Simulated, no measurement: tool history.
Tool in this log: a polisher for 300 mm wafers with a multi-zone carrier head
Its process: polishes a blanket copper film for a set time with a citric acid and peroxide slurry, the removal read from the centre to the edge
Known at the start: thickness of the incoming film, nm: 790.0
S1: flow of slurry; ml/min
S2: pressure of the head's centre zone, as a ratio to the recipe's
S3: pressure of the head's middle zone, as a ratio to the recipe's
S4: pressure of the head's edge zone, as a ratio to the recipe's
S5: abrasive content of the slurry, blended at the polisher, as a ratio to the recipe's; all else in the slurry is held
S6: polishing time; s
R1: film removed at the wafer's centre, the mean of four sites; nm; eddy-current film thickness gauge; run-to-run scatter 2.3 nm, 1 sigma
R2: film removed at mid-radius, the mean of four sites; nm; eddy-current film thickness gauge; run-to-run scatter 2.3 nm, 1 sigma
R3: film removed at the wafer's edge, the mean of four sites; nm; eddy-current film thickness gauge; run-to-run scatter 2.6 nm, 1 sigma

| run | day | S1 | S2 | S3 | S4 | S5 | S6 | R1 | R2 | R3 |
|---|---|---|---|---|---|---|---|---|---|---|
| 1 | 0 | 220 | 1 | 1 | 1 | 1 | 80 | 227.54 | 228.32 | 229.5 |
| 2 | 0.233 | 220 | 1 | 1 | 1 | 1 | 69 | 202.22 | 194.89 | 195.2 |
| 3 | 0.433 | 220 | 1.01 | 1 | 1 | 1 | 69 | 201.19 | 195.63 | 200.81 |
| 4 | 0.788 | 220 | 0.93 | 1 | 1 | 1 | 69 | 187.26 | 196.92 | 196.31 |
| 5 | 0.904 | 225 | 0.94 | 1 | 1 | 1 | 69 | 185.9 | 199.28 | 202.02 |
| 6 | 1.171 | 225 | 0.95 | 1 | 1 | 1 | 69 | 188.45 | 197.93 | 200.88 |
| 7 | 1.225 | 225 | 0.96 | 1 | 1 | 1 | 69 | 192.24 | 193.19 | 203.72 |

Estimate the outcome of run 8 from the log above:
| 8 | 1.496 | 225 | 0.97 | 1 | 1 | 1 | 69 | ? | ? | ? |

For run 8 the tool returned R1 194.29 nm, R2 200.9 nm, R3 203.01 nm.
